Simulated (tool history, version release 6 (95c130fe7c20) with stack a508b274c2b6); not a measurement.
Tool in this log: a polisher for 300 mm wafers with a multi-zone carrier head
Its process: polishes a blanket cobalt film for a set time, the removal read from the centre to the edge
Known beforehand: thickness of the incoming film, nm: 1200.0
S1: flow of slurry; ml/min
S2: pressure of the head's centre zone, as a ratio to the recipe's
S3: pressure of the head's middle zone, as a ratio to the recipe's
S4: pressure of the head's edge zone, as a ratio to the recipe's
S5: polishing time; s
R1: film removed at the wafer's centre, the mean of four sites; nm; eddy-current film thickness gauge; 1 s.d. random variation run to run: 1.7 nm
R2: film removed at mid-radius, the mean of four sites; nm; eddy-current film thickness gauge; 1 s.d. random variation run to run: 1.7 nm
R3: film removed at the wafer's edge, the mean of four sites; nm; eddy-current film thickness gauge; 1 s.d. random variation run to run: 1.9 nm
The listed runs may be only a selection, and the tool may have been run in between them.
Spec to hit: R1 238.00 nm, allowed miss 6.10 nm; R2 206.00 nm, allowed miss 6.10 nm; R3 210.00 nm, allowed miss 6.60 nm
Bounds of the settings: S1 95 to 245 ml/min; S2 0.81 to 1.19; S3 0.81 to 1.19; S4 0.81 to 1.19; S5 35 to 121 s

| run | hour | S1 | S2 | S3 | S4 | S5 | R1 | R2 | R3 |
|---|---|---|---|---|---|---|---|---|---|
| 1 | 0.0 | 155 | 1.00 | 1.00 | 1.00 | 78 | 304.29 | 289.64 | 292.70 |
| 2 | 3.7 | 150 | 1.00 | 0.97 | 0.95 | 72 | 274.03 | 262.49 | 263.23 |
| 3 | 5.1 | 150 | 1.00 | 0.97 | 0.95 | 88 | 339.01 | 318.87 | 322.17 |
| 4 | 10.9 | 150 | 1.00 | 1.02 | 0.95 | 88 | 335.88 | 333.32 | 319.90 |
| 5 | 14.9 | 150 | 1.00 | 1.02 | 0.91 | 88 | 336.37 | 335.02 | 310.55 |
| 6 | 21.6 | 150 | 1.01 | 0.97 | 0.89 | 79 | 304.32 | 283.79 | 276.25 |
| 7 | 30.4 | 135 | 1.02 | 0.89 | 0.81 | 57 | 218.58 | 189.29 | 189.40 |
| 8 | 33.3 | 150 | 1.02 | 0.89 | 0.83 | 57 | 223.56 | 193.97 | 196.41 |
| 9 | 35.7 | 160 | 1.02 | 0.89 | 0.84 | 57 | 223.91 | 193.39 | 199.71 |
| 10 | 36.2 | 170 | 1.03 | 0.90 | 0.84 | 57 | 228.45 | 198.99 | 204.05 |
| 11 | 39.9 | 175 | 1.04 | 0.90 | 0.84 | 57 | 234.24 | 200.75 | 198.72 |
| 12 | 46.8 | 180 | 1.03 | 0.90 | 0.92 | 59 | 241.38 | 210.80 | 219.12 |

Below are 5 possible settings for the next run. Only one of them brings all results inside the allowed miss of their targets. Which is it?
| A | 53.7 | 165 | 1.04 | 0.91 | 0.88 | 59 | ? | ? | ? |
| B | 53.7 | 170 | 1.05 | 0.87 | 0.89 | 63 | ? | ? | ? |
| C | 53.7 | 170 | 0.96 | 0.83 | 0.98 | 63 | ? | ? | ? |
| D | 53.7 | 155 | 1.04 | 0.81 | 0.95 | 62 | ? | ? | ? |
| E | 53.7 | 165 | 1.05 | 0.88 | 0.96 | 61 | ? | ? | ? |

| move | R1 | R2 | R3 |
|---|---|---|---|
| A | 236.12 | 205.84 | 209.64 |
| B | 256.09 | 212.93 | 226.05 |
| C | 233.92 | 204.92 | 236.57 |
| D | 244.54 | 194.13 | 226.51 |
| E | 246.44 | 206.95 | 225.76 |
A: in spec on every target
B: the biggest miss grows against the last run
C: the biggest miss grows against the last run
D: the biggest miss grows against the last run
E: the biggest miss grows against the last run
Go with A: it meets all targets.
